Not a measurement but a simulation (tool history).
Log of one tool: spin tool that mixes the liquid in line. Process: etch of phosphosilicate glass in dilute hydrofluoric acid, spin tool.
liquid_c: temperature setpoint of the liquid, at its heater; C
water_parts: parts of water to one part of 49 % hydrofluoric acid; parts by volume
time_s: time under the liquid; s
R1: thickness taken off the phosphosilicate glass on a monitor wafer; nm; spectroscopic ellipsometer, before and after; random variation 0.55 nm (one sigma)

Run 1, hour 0: liquid_c 26 C, water_parts 65 parts by volume, time_s 15 s. Result: R1 43.632 nm.
Run 2, hour 7.4: liquid_c 28 C, water_parts 65 parts by volume, time_s 15 s. Result: R1 47.552 nm.
Run 3, hour 14.9: liquid_c 28 C, water_parts 65 parts by volume, time_s 15 s. Result: R1 47.61 nm.
Run 4, hour 23.7: liquid_c 29.5 C, water_parts 65 parts by volume, time_s 15 s. Result: R1 50.717 nm.
Run 5, hour 29.3: liquid_c 29.5 C, water_parts 65 parts by volume, time_s 15 s. Result: R1 50.327 nm.
At hour 34.1: thermometer replaced.
Run 6, hour 34.1: liquid_c 30.5 C, water_parts 60 parts by volume, time_s 15 s. Result: R1 52.866 nm.

Forecast run 7:
Run 7, hour 41.9: liquid_c 31.5 C, water_parts 50 parts by volume, time_s 15 s. Result: R1 ?.

{"run 7": {"R1": 68.398}}
